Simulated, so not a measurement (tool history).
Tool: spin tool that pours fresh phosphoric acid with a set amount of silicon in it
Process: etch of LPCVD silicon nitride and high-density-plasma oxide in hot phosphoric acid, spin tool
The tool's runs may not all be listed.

run,hour,temperature setpoint of the liquid (°C),silicon dissolved in the acid as it is poured (mg a litre),time under the liquid (s),thickness taken off the LPCVD silicon nitride on a monitor wafer (Å),thickness taken off the high-density-plasma oxide on a monitor wafer (Å)
1,0.0,164.0,17.0,155,154.08,3.8152
2,2.5,164.5,19.0,175,176.83,4.2725
3,10.1,164.5,19.0,135,134.98,3.1377
4,13.7,164.5,24.0,135,135.70,2.5568
5,19.6,163.0,24.0,135,127.61,2.1340
6,28.4,161.5,24.0,135,123.07,2.1188
7,36.8,162.5,24.0,160,151.35,2.2352

Forecast run 8:
8,38.6,165.0,13.0,235,?,?

thickness taken off the LPCVD silicon nitride on a monitor wafer (Å): 239.72
thickness taken off the high-density-plasma oxide on a monitor wafer (Å): 6.1637
